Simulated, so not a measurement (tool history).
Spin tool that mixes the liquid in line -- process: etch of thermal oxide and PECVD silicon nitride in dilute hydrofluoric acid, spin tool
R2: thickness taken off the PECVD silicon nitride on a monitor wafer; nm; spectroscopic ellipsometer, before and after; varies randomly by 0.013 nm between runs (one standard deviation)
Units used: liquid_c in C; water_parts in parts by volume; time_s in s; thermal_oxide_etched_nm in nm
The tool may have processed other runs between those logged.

run 1 hour=0.0 | liquid_c=22.0 water_parts=60 time_s=180 | thermal_oxide_etched_nm=14.7470 R2=4.3039
run 2 hour=5.5 | liquid_c=21.0 water_parts=65 time_s=180 | thermal_oxide_etched_nm=12.8970 R2=3.7112
run 3 hour=11.7 | liquid_c=23.5 water_parts=65 time_s=180 | thermal_oxide_etched_nm=14.5090 R2=4.3942
run 4 hour=14.4 | liquid_c=23.5 water_parts=65 time_s=150 | thermal_oxide_etched_nm=11.9070 R2=3.6201
run 5 hour=19.8 | liquid_c=22.5 water_parts=70 time_s=150 | thermal_oxide_etched_nm=10.5880 R2=3.1875
run 6 hour=21.6 | liquid_c=22.5 water_parts=70 time_s=80 | thermal_oxide_etched_nm=5.6453 R2=1.7088

Predict the results of run 7:
run 7 hour=24.0 | liquid_c=22.5 water_parts=65 time_s=80 | thermal_oxide_etched_nm=? R2=?

Run 7 yielded thermal_oxide_etched_nm 6.1065 nm, R2 1.8215 nm.
